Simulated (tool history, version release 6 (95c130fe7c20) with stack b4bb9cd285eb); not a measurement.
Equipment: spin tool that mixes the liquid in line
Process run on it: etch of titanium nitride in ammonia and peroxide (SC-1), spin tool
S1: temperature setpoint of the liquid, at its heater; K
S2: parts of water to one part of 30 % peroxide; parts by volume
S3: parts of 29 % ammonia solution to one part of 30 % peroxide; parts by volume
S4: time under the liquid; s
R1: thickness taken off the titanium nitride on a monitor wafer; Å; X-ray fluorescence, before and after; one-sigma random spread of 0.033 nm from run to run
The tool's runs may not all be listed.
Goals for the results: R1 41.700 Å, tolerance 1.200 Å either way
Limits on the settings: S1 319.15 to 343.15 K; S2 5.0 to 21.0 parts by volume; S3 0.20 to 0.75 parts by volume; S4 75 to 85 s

run 1 day=0.000 | S1=335.15 S2=11.5 S3=0.45 S4=75 | R1=91.328
run 2 day=0.204 | S1=335.15 S2=11.5 S3=0.45 S4=85 | R1=103.430
run 3 day=0.317 | S1=340.15 S2=11.5 S3=0.45 S4=85 | R1=142.820
run 4 day=0.471 | S1=340.15 S2=11.5 S3=0.45 S4=85 | R1=144.950
run 5 day=0.696 | S1=340.15 S2=8.0 S3=0.45 S4=85 | R1=170.870
-- day=0.929 heated supply line repaired
run 6 day=0.929 | S1=337.65 S2=8.5 S3=0.45 S4=85 | R1=171.070
run 7 day=1.233 | S1=329.65 S2=13.5 S3=0.30 S4=75 | R1=65.330
run 8 day=1.575 | S1=328.65 S2=13.5 S3=0.30 S4=75 | R1=60.518

Below are 5 possible settings for the next run. Only one of them brings all results inside the allowed miss of their targets. Which is it?
run A day=1.917 | S1=323.65 S2=19.0 S3=0.40 S4=75 | R1=?
run B day=1.917 | S1=329.15 S2=13.5 S3=0.30 S4=80 | R1=?
run C day=1.917 | S1=330.65 S2=8.0 S3=0.20 S4=85 | R1=?
run D day=1.917 | S1=323.15 S2=14.0 S3=0.35 S4=75 | R1=?
run E day=1.917 | S1=326.65 S2=15.5 S3=0.30 S4=80 | R1=?

move=A R1=37.559
move=B R1=66.760
move=C R1=96.176
move=D R1=41.891
move=E R1=52.241
A: moves the result that the last run missed by most past its target, out the other side
B: lands further from the targets than the last run did
C: lands further from the targets than the last run did
D: all results land within tolerance of their targets
E: gains on the last run, yet a result remains outside its allowed miss
The move that meets every target is D.
